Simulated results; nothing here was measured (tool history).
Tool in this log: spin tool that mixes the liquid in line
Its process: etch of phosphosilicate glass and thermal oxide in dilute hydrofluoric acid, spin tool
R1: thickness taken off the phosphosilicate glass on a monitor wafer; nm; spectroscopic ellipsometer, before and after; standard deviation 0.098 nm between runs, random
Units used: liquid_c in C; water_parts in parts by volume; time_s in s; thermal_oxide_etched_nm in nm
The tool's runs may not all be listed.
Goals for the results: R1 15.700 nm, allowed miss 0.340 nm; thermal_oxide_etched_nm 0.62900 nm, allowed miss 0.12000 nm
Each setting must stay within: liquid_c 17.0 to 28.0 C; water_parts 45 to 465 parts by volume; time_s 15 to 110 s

run 1 hour=0.0 | liquid_c=20.0 water_parts=255 time_s=55 | R1=18.315 thermal_oxide_etched_nm=0.75016
run 2 hour=3.7 | liquid_c=20.0 water_parts=215 time_s=55 | R1=22.446 thermal_oxide_etched_nm=0.97317
run 3 hour=10.2 | liquid_c=17.5 water_parts=215 time_s=55 | R1=20.182 thermal_oxide_etched_nm=0.80974
run 4 hour=13.1 | liquid_c=17.5 water_parts=225 time_s=55 | R1=19.362 thermal_oxide_etched_nm=0.77796
run 5 hour=15.0 | liquid_c=17.5 water_parts=170 time_s=55 | R1=26.783 thermal_oxide_etched_nm=0.97790
run 6 hour=18.9 | liquid_c=17.5 water_parts=190 time_s=55 | R1=23.641 thermal_oxide_etched_nm=0.93966
run 7 hour=22.4 | liquid_c=17.5 water_parts=205 time_s=55 | R1=21.482 thermal_oxide_etched_nm=0.92214
run 8 hour=29.2 | liquid_c=17.5 water_parts=220 time_s=55 | R1=19.865 thermal_oxide_etched_nm=0.75914
run 9 hour=31.5 | liquid_c=17.5 water_parts=230 time_s=55 | R1=18.786 thermal_oxide_etched_nm=0.74991
run 10 hour=36.1 | liquid_c=17.5 water_parts=235 time_s=55 | R1=18.518 thermal_oxide_etched_nm=0.74797
run 11 hour=40.4 | liquid_c=17.5 water_parts=240 time_s=55 | R1=17.949 thermal_oxide_etched_nm=0.70296
run 12 hour=46.9 | liquid_c=17.5 water_parts=245 time_s=55 | R1=17.289 thermal_oxide_etched_nm=0.70268
run 13 hour=50.5 | liquid_c=17.5 water_parts=250 time_s=55 | R1=16.913 thermal_oxide_etched_nm=0.71592
run 14 hour=53.6 | liquid_c=17.0 water_parts=255 time_s=55 | R1=16.189 thermal_oxide_etched_nm=0.66503

Consider the 4 candidate settings below. Which is the only one whose results all fall within their allowed miss of target?
run A hour=56.7 | liquid_c=17.5 water_parts=295 time_s=65 | R1=? thermal_oxide_etched_nm=?
run B hour=56.7 | liquid_c=21.5 water_parts=340 time_s=65 | R1=? thermal_oxide_etched_nm=?
run C hour=56.7 | liquid_c=17.0 water_parts=260 time_s=60 | R1=? thermal_oxide_etched_nm=?
run D hour=56.7 | liquid_c=19.5 water_parts=280 time_s=60 | R1=? thermal_oxide_etched_nm=?

move=A R1=16.387 thermal_oxide_etched_nm=0.67005
move=B R1=15.815 thermal_oxide_etched_nm=0.64666
move=C R1=17.350 thermal_oxide_etched_nm=0.70943
move=D R1=17.402 thermal_oxide_etched_nm=0.71156
A: lands further from the targets than the last run did
B: all results land within tolerance of their targets
C: lands further from the targets than the last run did
D: lands further from the targets than the last run did
Answer: B

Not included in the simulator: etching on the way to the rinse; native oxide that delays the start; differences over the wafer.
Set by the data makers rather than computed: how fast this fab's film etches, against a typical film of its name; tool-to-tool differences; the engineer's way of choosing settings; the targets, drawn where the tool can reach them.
